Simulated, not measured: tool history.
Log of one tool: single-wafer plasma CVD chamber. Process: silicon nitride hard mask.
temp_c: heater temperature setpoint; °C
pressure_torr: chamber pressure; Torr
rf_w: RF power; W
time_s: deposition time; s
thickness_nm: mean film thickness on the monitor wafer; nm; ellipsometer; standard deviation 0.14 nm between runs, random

| run | hour | temp_c | pressure_torr | rf_w | time_s | thickness_nm |
|---|---|---|---|---|---|---|
| 1 | 0 | 390 | 2.01 | 235 | 52.2 | 53.92 |
| 2 | 2.5 | 390 | 2.25 | 235 | 52.2 | 55.321 |
| 3 | 7.3 | 390 | 2.58 | 235 | 52.2 | 56.653 |
| 4 | 9.8 | 380 | 2.58 | 235 | 52.2 | 57.271 |
| 5 | 11.4 | 372 | 2.58 | 235 | 52.2 | 57.681 |
| 6 | 12.2 | 372 | 2.4 | 225 | 52.2 | 55.444 |
| 7 | 17.8 | 372 | 2.24 | 215 | 52.2 | 52.443 |
| 8 | 21.7 | 372 | 1.84 | 205 | 52.2 | 48.868 |

Expected results for the next run?
|  | 23.3 | capacitance manometer re-zeroed and calibrated |
| 9 | 23.3 | 372 | 1.75 | 205 | 52.2 | ? |

{"run 9": {"thickness_nm": 47.724}}

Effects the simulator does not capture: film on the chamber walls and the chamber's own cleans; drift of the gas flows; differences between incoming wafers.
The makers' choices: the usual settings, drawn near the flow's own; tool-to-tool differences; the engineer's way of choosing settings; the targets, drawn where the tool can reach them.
